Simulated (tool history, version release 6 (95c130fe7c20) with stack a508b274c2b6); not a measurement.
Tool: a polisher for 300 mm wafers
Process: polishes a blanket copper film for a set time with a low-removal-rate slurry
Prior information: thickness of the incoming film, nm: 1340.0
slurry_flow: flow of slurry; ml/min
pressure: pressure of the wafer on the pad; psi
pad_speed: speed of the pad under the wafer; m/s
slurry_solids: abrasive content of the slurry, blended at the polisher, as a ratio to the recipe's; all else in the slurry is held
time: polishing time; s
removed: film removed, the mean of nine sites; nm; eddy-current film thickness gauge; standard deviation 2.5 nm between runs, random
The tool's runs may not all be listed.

{"run": 1, "hour": 0.0, "slurry_flow": 265, "pressure": 3.5, "pad_speed": 0.86, "slurry_solids": 1.0, "time": 84, "removed": 310.08}
{"run": 2, "hour": 7.6, "slurry_flow": 265, "pressure": 3.5, "pad_speed": 0.86, "slurry_solids": 0.85, "time": 84, "removed": 300.2}
{"run": 3, "hour": 15.5, "slurry_flow": 240, "pressure": 3.5, "pad_speed": 0.86, "slurry_solids": 0.85, "time": 84, "removed": 293.16}
{"run": 4, "hour": 23.5, "slurry_flow": 240, "pressure": 3.5, "pad_speed": 0.86, "slurry_solids": 0.95, "time": 84, "removed": 304.21}
{"run": 5, "hour": 30.4, "slurry_flow": 250, "pressure": 3.8, "pad_speed": 0.86, "slurry_solids": 0.95, "time": 84, "removed": 330.82}
{"run": 6, "hour": 37.7, "slurry_flow": 250, "pressure": 3.8, "pad_speed": 0.66, "slurry_solids": 0.95, "time": 84, "removed": 252.1}

Run 7 has not been measured yet. What should we expect?
{"run": 7, "hour": 42.6, "slurry_flow": 270, "pressure": 4.3, "pad_speed": 0.66, "slurry_solids": 0.95, "time": 84, "removed": "?"}

Run 7 gave removed 288.66 nm.
